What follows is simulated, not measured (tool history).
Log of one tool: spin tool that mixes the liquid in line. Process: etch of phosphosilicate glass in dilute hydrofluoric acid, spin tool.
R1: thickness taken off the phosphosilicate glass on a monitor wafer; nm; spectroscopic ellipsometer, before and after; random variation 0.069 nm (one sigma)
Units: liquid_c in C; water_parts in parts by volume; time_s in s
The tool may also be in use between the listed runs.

Run 1, day 0: liquid_c 26 C, water_parts 125 parts by volume, time_s 15 s. Result: R1 6.396 nm.
Run 2, day 0.133: liquid_c 27 C, water_parts 120 parts by volume, time_s 15 s. Result: R1 7.0144 nm.
Run 3, day 0.267: liquid_c 27 C, water_parts 155 parts by volume, time_s 15 s. Result: R1 5.1885 nm.
Run 4, day 0.475: liquid_c 27 C, water_parts 155 parts by volume, time_s 15 s. Result: R1 5.1915 nm.
Run 5, day 0.683: liquid_c 27 C, water_parts 130 parts by volume, time_s 15 s. Result: R1 6.4137 nm.
Run 6, day 0.708: liquid_c 30 C, water_parts 130 parts by volume, time_s 15 s. Result: R1 7.1607 nm.
Run 7, day 0.829: liquid_c 30.5 C, water_parts 125 parts by volume, time_s 15 s. Result: R1 7.5385 nm.

The next listed run, before its measurement:
Run 8, day 0.883: liquid_c 31 C, water_parts 120 parts by volume, time_s 15 s. Result: R1 ?.

R1: 8.136 nm

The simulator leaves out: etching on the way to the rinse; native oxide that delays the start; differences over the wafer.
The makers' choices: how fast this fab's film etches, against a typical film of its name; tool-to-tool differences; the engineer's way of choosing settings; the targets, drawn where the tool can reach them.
